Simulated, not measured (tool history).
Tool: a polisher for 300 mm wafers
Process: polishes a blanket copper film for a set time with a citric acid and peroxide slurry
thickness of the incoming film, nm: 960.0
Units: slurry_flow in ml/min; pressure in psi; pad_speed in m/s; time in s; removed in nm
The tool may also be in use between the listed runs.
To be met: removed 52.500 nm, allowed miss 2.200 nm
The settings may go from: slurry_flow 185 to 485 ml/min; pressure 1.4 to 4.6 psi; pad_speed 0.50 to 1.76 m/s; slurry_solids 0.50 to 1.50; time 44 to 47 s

run 1 hour=0.0 | slurry_flow=310 pressure=3.0 pad_speed=1.12 slurry_solids=1.00 time=44 | removed=97.982
run 2 hour=6.5 | slurry_flow=240 pressure=3.0 pad_speed=1.12 slurry_solids=1.00 time=44 | removed=97.523
run 3 hour=12.2 | slurry_flow=240 pressure=3.0 pad_speed=1.12 slurry_solids=1.00 time=47 | removed=103.260
run 4 hour=20.1 | slurry_flow=240 pressure=3.0 pad_speed=1.32 slurry_solids=1.00 time=47 | removed=118.150
run 5 hour=21.3 | slurry_flow=240 pressure=3.0 pad_speed=1.32 slurry_solids=0.85 time=47 | removed=114.050
run 6 hour=22.7 | slurry_flow=240 pressure=2.7 pad_speed=1.24 slurry_solids=0.85 time=47 | removed=97.972
run 7 hour=30.9 | slurry_flow=240 pressure=2.4 pad_speed=1.18 slurry_solids=0.85 time=47 | removed=86.305
run 8 hour=34.2 | slurry_flow=240 pressure=2.2 pad_speed=1.12 slurry_solids=0.85 time=47 | removed=76.954
run 9 hour=41.9 | slurry_flow=240 pressure=2.0 pad_speed=1.08 slurry_solids=0.85 time=47 | removed=68.420
run 10 hour=43.6 | slurry_flow=240 pressure=1.9 pad_speed=1.06 slurry_solids=0.85 time=47 | removed=65.320
run 11 hour=47.9 | slurry_flow=240 pressure=1.8 pad_speed=1.04 slurry_solids=0.85 time=47 | removed=61.496
run 12 hour=48.9 | slurry_flow=240 pressure=1.7 pad_speed=1.04 slurry_solids=0.85 time=47 | removed=58.999
run 13 hour=53.1 | slurry_flow=240 pressure=1.6 pad_speed=1.04 slurry_solids=0.85 time=47 | removed=54.749

Which of these 4 next moves meets every target?
run A hour=57.3 | slurry_flow=200 pressure=1.9 pad_speed=0.96 slurry_solids=0.85 time=47 | removed=?
run B hour=57.3 | slurry_flow=185 pressure=2.4 pad_speed=0.84 slurry_solids=0.65 time=45 | removed=?
run C hour=57.3 | slurry_flow=240 pressure=1.5 pad_speed=1.14 slurry_solids=0.90 time=47 | removed=?
run D hour=57.3 | slurry_flow=335 pressure=2.1 pad_speed=0.78 slurry_solids=0.70 time=44 | removed=?

move=A removed=57.979
move=B removed=58.227
move=C removed=56.873
move=D removed=51.958
A: further off than the last run
B: further off than the last run
C: further off than the last run
D: meets every target
Move D is the one to make.

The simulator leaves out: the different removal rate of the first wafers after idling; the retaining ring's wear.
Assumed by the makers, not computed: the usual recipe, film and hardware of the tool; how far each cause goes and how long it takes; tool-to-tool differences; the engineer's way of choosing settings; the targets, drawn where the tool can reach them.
